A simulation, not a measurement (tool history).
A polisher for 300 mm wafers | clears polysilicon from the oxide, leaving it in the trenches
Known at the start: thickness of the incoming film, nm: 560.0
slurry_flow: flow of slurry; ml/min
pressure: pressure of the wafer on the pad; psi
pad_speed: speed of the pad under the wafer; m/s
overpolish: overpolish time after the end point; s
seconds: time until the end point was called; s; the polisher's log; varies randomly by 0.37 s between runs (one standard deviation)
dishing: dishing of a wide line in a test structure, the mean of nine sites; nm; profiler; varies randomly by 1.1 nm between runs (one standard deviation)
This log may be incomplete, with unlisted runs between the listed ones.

| run | hour | slurry_flow | pressure | pad_speed | overpolish | seconds | dishing |
|---|---|---|---|---|---|---|---|
| 1 | 0 | 200 | 2.2 | 1.06 | 13 | 58.776 | 55.093 |
| 2 | 3.3 | 200 | 1.7 | 1.06 | 13 | 73.41 | 51.44 |
| 3 | 7.7 | 205 | 2.1 | 1.06 | 13 | 61.081 | 56.515 |
| 4 | 14.6 | 205 | 2.3 | 1.06 | 13 | 55.869 | 55.753 |
| 5 | 21.7 | 205 | 1.9 | 1.06 | 13 | 65.709 | 52.235 |
| 6 | 25.4 | 205 | 1.9 | 1.06 | 8 | 65.937 | 43.56 |
| 7 | 28.5 | 215 | 2.2 | 1.06 | 10 | 58.475 | 50.575 |

Estimate the outcome of run 8 from the log above:
| 8 | 35.7 | 215 | 2.4 | 1.06 | 11 | ? | ? |

{"run 8": {"seconds": 53.369, "dishing": 53.832}}

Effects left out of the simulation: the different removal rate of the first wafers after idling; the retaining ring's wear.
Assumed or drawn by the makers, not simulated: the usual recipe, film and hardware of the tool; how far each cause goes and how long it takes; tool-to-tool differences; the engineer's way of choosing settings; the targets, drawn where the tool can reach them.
